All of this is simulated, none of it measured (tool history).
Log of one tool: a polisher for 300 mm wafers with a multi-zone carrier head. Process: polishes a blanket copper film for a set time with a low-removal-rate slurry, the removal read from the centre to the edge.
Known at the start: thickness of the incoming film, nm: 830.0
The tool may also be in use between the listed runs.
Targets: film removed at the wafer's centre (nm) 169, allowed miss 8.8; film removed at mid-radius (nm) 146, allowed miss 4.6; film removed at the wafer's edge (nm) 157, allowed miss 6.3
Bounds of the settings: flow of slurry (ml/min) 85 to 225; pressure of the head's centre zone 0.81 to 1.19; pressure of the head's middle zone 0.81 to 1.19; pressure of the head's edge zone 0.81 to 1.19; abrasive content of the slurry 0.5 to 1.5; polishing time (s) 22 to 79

| run | hour | flow of slurry (ml/min) | pressure of the head's centre zone | pressure of the head's middle zone | pressure of the head's edge zone | abrasive content of the slurry | polishing time (s) | film removed at the wafer's centre (nm) | film removed at mid-radius (nm) | film removed at the wafer's edge (nm) |
|---|---|---|---|---|---|---|---|---|---|---|
| 1 | 0 | 145 | 1 | 1 | 1 | 1 | 50 | 170.05 | 169.11 | 166.68 |
| 2 | 3.2 | 145 | 1 | 1.06 | 1 | 1 | 50 | 163.17 | 177.35 | 172.05 |
| 3 | 10.1 | 145 | 1 | 1.02 | 1 | 1 | 50 | 169.23 | 173.37 | 168.77 |
| 4 | 18.1 | 145 | 1 | 1.02 | 1 | 0.85 | 50 | 164.22 | 166.8 | 166.57 |
| 5 | 26.5 | 135 | 1.01 | 1 | 1 | 0.85 | 50 | 163.83 | 161.84 | 159.94 |
| 6 | 28.1 | 135 | 1.01 | 1 | 1 | 0.7 | 50 | 156.74 | 152.6 | 155.51 |
| 7 | 35.7 | 135 | 1.02 | 0.99 | 1.01 | 0.7 | 50 | 153.49 | 152.12 | 157.19 |
| 8 | 42.1 | 135 | 1.04 | 0.97 | 1.01 | 0.7 | 50 | 159.83 | 151.96 | 155.26 |
| 9 | 42.6 | 135 | 1.05 | 0.95 | 1.02 | 0.7 | 50 | 158.82 | 150.08 | 154.47 |

5 next moves are on the table. One of them brings every result within its allowed miss. Which?
| A | 43.1 | 150 | 1.08 | 1.02 | 1.01 | 1 | 41 | ? | ? | ? |
| B | 43.1 | 145 | 1.12 | 1.09 | 1 | 0.8 | 46 | ? | ? | ? |
| C | 43.1 | 165 | 0.94 | 0.98 | 1.05 | 0.95 | 45 | ? | ? | ? |
| D | 43.1 | 105 | 1.02 | 1 | 1.06 | 0.8 | 49 | ? | ? | ? |
| E | 43.1 | 150 | 1.07 | 0.86 | 0.96 | 0.6 | 53 | ? | ? | ? |

| move | film removed at the wafer's centre (nm) | film removed at mid-radius (nm) | film removed at the wafer's edge (nm) |
|---|---|---|---|
| A | 148.77 | 144.27 | 140.6 |
| B | 162.77 | 159.24 | 147.8 |
| C | 142.73 | 154.81 | 157.2 |
| D | 146.21 | 149.79 | 154.77 |
| E | 167.57 | 146.88 | 156.42 |
A: further off than the last run
B: brings the result that was furthest off to its target, and leaves another outside
C: further off than the last run
D: further off than the last run
E: meets every target
Move E is the one to make.
